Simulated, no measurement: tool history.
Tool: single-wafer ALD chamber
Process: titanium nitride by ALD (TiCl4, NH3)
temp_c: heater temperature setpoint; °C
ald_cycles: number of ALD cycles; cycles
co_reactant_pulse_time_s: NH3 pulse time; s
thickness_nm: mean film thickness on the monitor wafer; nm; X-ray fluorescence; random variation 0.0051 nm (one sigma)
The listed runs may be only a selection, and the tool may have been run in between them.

Run 1, day 0.000: temp_c 395 °C, ald_cycles 135 cycles, co_reactant_pulse_time_s 2.80 s. Result: thickness_nm 2.7295 nm.
Run 2, day 0.050: temp_c 395 °C, ald_cycles 139 cycles, co_reactant_pulse_time_s 2.80 s. Result: thickness_nm 2.8119 nm.
Run 3, day 0.408: temp_c 389 °C, ald_cycles 138 cycles, co_reactant_pulse_time_s 2.39 s. Result: thickness_nm 2.7521 nm.
Run 4, day 0.488: temp_c 389 °C, ald_cycles 138 cycles, co_reactant_pulse_time_s 3.01 s. Result: thickness_nm 2.7930 nm.
Run 5, day 0.854: temp_c 394 °C, ald_cycles 138 cycles, co_reactant_pulse_time_s 3.01 s. Result: thickness_nm 2.8049 nm.
Run 6, day 1.100: temp_c 394 °C, ald_cycles 138 cycles, co_reactant_pulse_time_s 3.74 s. Result: thickness_nm 2.8353 nm.
Run 7, day 1.325: temp_c 389 °C, ald_cycles 137 cycles, co_reactant_pulse_time_s 3.11 s. Result: thickness_nm 2.7787 nm.

The next listed run, before its measurement:
Run 8, day 1.625: temp_c 385 °C, ald_cycles 137 cycles, co_reactant_pulse_time_s 2.63 s. Result: thickness_nm ?.

Run 8 came out at thickness_nm 2.7351 nm.
